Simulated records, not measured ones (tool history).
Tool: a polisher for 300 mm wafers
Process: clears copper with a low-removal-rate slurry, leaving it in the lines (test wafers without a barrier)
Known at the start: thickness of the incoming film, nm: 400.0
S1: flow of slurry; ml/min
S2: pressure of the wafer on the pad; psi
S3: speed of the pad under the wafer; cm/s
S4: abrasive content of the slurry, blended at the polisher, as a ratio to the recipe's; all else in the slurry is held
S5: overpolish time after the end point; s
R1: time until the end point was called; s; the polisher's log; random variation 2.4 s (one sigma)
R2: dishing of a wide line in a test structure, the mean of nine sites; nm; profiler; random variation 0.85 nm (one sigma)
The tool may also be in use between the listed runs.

run	hour	S1	S2	S3	S4	S5	R1	R2
1	0	210	3.5	138	1	23	93.337	61.789
2	1	210	3.2	138	1	24	102.43	57.737
3	7.1	210	3	136	1	26	108.5	59.243
4	15.7	210	2.8	136	1	27	118.26	57.648
5	24.5	210	2.5	136	1	27	132.82	51.777
6	30.5	210	2.5	136	1.15	27	126.6	53.266
7	38.9	210	2.4	136	1.15	28	132.1	52.327
8	41.9	205	1.6	132	1.15	34	194.69	45.835
9	50.3	220	2.1	132	1.15	33	152.38	52.875
10	54.9	215	2.1	132	1.15	33	153.28	50.638

The next listed run, before its measurement:
11	60.7	210	2.1	132	1.15	33	?	?

R1: 154.87 s
R2: 51.492 nm
